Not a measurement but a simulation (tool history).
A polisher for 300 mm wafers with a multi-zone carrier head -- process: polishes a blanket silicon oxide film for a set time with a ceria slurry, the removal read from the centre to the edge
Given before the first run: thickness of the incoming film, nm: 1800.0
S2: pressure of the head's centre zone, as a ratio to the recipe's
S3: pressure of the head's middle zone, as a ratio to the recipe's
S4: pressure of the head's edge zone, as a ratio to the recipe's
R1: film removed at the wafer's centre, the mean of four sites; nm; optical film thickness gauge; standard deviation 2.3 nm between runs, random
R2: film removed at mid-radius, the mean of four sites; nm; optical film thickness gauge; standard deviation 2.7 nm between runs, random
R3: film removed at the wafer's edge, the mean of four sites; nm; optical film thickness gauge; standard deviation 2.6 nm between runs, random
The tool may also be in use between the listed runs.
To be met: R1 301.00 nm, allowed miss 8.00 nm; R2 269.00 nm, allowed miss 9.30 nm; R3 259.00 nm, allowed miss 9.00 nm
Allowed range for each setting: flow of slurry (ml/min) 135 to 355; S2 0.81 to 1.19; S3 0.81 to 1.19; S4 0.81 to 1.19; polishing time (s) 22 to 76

{"run": 1, "hour": 0.0, "flow of slurry (ml/min)": 225, "S2": 1.0, "S3": 1.0, "S4": 1.0, "polishing time (s)": 49, "R1": 209.1, "R2": 203.33, "R3": 210.41}
{"run": 2, "hour": 7.1, "flow of slurry (ml/min)": 235, "S2": 1.02, "S3": 1.02, "S4": 1.01, "polishing time (s)": 50, "R1": 216.74, "R2": 211.0, "R3": 220.38}
{"run": 3, "hour": 14.9, "flow of slurry (ml/min)": 235, "S2": 1.02, "S3": 1.09, "S4": 1.01, "polishing time (s)": 50, "R1": 217.41, "R2": 225.45, "R3": 212.8}
{"run": 4, "hour": 19.1, "flow of slurry (ml/min)": 235, "S2": 1.02, "S3": 1.09, "S4": 1.01, "polishing time (s)": 38, "R1": 164.88, "R2": 173.28, "R3": 165.06}
{"run": 5, "hour": 22.4, "flow of slurry (ml/min)": 245, "S2": 1.04, "S3": 1.09, "S4": 1.02, "polishing time (s)": 40, "R1": 177.63, "R2": 179.79, "R3": 175.9}
{"run": 6, "hour": 23.9, "flow of slurry (ml/min)": 250, "S2": 1.06, "S3": 1.1, "S4": 1.02, "polishing time (s)": 42, "R1": 192.43, "R2": 189.67, "R3": 184.37}
{"run": 7, "hour": 32.6, "flow of slurry (ml/min)": 255, "S2": 1.07, "S3": 1.11, "S4": 1.03, "polishing time (s)": 44, "R1": 201.19, "R2": 200.83, "R3": 194.13}
{"run": 8, "hour": 37.2, "flow of slurry (ml/min)": 260, "S2": 1.09, "S3": 1.12, "S4": 1.03, "polishing time (s)": 46, "R1": 217.11, "R2": 211.78, "R3": 200.58}
{"run": 9, "hour": 38.7, "flow of slurry (ml/min)": 265, "S2": 1.1, "S3": 1.13, "S4": 1.04, "polishing time (s)": 47, "R1": 221.54, "R2": 217.67, "R3": 204.79}
{"run": 10, "hour": 47.3, "flow of slurry (ml/min)": 305, "S2": 1.19, "S3": 1.12, "S4": 1.09, "polishing time (s)": 59, "R1": 307.82, "R2": 276.98, "R3": 270.25}

Pick the move, out of 4, that brings all results within their allowed miss; only one does.
{"run": "A", "hour": 55.9, "flow of slurry (ml/min)": 355, "S2": 1.12, "S3": 1.15, "S4": 1.11, "polishing time (s)": 60, "R1": "?", "R2": "?", "R3": "?"}
{"run": "B", "hour": 55.9, "flow of slurry (ml/min)": 255, "S2": 1.11, "S3": 1.16, "S4": 0.98, "polishing time (s)": 61, "R1": "?", "R2": "?", "R3": "?"}
{"run": "C", "hour": 55.9, "flow of slurry (ml/min)": 330, "S2": 1.16, "S3": 1.19, "S4": 0.98, "polishing time (s)": 62, "R1": "?", "R2": "?", "R3": "?"}
{"run": "D", "hour": 55.9, "flow of slurry (ml/min)": 325, "S2": 1.19, "S3": 1.12, "S4": 1.07, "polishing time (s)": 57, "R1": "?", "R2": "?", "R3": "?"}

move=A R1=297.98 R2=288.32 R3=273.57
move=B R1=290.90 R2=286.79 R3=255.95
move=C R1=317.03 R2=303.72 R3=264.57
move=D R1=298.52 R2=266.76 R3=253.86
A: the biggest miss grows against the last run
B: corrects the largest miss of the last run, while another result sits out of spec
C: corrects the largest miss of the last run, while another result sits out of spec
D: meets every target
The move that meets every target is D.

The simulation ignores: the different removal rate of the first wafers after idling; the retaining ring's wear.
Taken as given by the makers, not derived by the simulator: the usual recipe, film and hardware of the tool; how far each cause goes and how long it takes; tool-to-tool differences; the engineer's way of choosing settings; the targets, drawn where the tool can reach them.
